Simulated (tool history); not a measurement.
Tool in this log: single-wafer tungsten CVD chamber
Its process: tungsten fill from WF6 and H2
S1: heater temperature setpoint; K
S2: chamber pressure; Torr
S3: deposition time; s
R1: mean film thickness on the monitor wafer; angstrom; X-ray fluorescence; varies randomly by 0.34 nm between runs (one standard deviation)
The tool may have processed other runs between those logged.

| run | day | S1 | S2 | S3 | R1 |
|---|---|---|---|---|---|
| 1 | 0 | 653.15 | 47.4 | 19.4 | 492.11 |
| 2 | 0.283 | 653.15 | 40.1 | 19.4 | 435.17 |
| 3 | 0.458 | 657.15 | 40.2 | 19.4 | 472.72 |
| 4 | 0.579 | 660.15 | 40.3 | 19.4 | 499.16 |
| 5 | 0.829 | 663.15 | 40.4 | 19.4 | 524.16 |
| 6 | 1.033 | 653.15 | 40.4 | 19.4 | 439.36 |
| 7 | 1.229 | 653.15 | 40.4 | 19.4 | 437.28 |
| 8 | 1.346 | 665.15 | 41.3 | 19.4 | 549.98 |
| 9 | 1.642 | 667.15 | 41.4 | 19.4 | 572.2 |
| 10 | 1.696 | 668.15 | 41.4 | 19.4 | 582.37 |
| 11 | 1.788 | 669.15 | 41.4 | 19.4 | 593.33 |
| 12 | 1.938 | 670.15 | 41.4 | 19.4 | 601.2 |

Run 13 comes next. What will it give?
| 13 | 1.962 | 671.15 | 41.4 | 19.4 | ? |

R1: 611.72 angstrom
